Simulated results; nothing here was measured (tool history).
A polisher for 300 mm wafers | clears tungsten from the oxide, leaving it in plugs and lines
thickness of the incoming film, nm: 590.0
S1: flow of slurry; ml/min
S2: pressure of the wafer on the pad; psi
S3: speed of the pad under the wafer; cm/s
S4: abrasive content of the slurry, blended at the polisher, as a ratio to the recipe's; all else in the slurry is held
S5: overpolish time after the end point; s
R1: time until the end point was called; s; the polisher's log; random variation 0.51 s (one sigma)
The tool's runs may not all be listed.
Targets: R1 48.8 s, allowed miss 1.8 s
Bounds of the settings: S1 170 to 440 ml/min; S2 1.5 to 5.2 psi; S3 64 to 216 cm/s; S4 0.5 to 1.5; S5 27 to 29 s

{"run": 1, "day": 0.0, "S1": 280, "S2": 3.3, "S3": 140, "S4": 1, "S5": 27, "R1": 85.042}
{"run": 2, "day": 0.112, "S1": 280, "S2": 3.6, "S3": 140, "S4": 1, "S5": 27, "R1": 78.801}
{"run": 3, "day": 0.229, "S1": 280, "S2": 3.6, "S3": 106, "S4": 1, "S5": 27, "R1": 101.55}
{"run": 4, "day": 0.462, "S1": 280, "S2": 3.9, "S3": 112, "S4": 1, "S5": 27, "R1": 90.469}
{"run": 5, "day": 0.708, "S1": 280, "S2": 4.1, "S3": 118, "S4": 1, "S5": 27, "R1": 83.838}
{"run": 6, "day": 0.85, "S1": 280, "S2": 4.3, "S3": 126, "S4": 1, "S5": 27, "R1": 75.56}
{"run": 7, "day": 1.188, "S1": 280, "S2": 4.3, "S3": 126, "S4": 1, "S5": 27, "R1": 74.886}
{"run": 8, "day": 1.454, "S1": 280, "S2": 4.5, "S3": 132, "S4": 1, "S5": 27, "R1": 68.212}
{"run": 9, "day": 1.733, "S1": 280, "S2": 4.6, "S3": 136, "S4": 1, "S5": 27, "R1": 65.847}
{"run": 10, "day": 1.821, "S1": 280, "S2": 4.7, "S3": 140, "S4": 1, "S5": 27, "R1": 62.762}
{"run": 11, "day": 2.017, "S1": 280, "S2": 4.8, "S3": 144, "S4": 1, "S5": 27, "R1": 58.515}
{"run": 12, "day": 2.121, "S1": 280, "S2": 4.8, "S3": 144, "S4": 1, "S5": 27, "R1": 59.709}

5 next moves are on the table. One of them brings every result within its allowed miss. Which?
{"run": "A", "day": 2.225, "S1": 185, "S2": 5.2, "S3": 188, "S4": 1.2, "S5": 27, "R1": "?"}
{"run": "B", "day": 2.225, "S1": 305, "S2": 5.2, "S3": 168, "S4": 1.3, "S5": 27, "R1": "?"}
{"run": "C", "day": 2.225, "S1": 295, "S2": 4.8, "S3": 156, "S4": 0.95, "S5": 29, "R1": "?"}
{"run": "D", "day": 2.225, "S1": 310, "S2": 5.2, "S3": 162, "S4": 0.95, "S5": 29, "R1": "?"}
{"run": "E", "day": 2.225, "S1": 215, "S2": 4.9, "S3": 110, "S4": 0.75, "S5": 28, "R1": "?"}

move=A R1=42.346
move=B R1=44.666
move=C R1=55.093
move=D R1=49.16
move=E R1=81.134
A: takes the result that was furthest off past its target
B: takes the result that was furthest off past its target
C: nearer than the last run, and not there yet
D: meets every target
E: further off than the last run
Move D is the one to make.

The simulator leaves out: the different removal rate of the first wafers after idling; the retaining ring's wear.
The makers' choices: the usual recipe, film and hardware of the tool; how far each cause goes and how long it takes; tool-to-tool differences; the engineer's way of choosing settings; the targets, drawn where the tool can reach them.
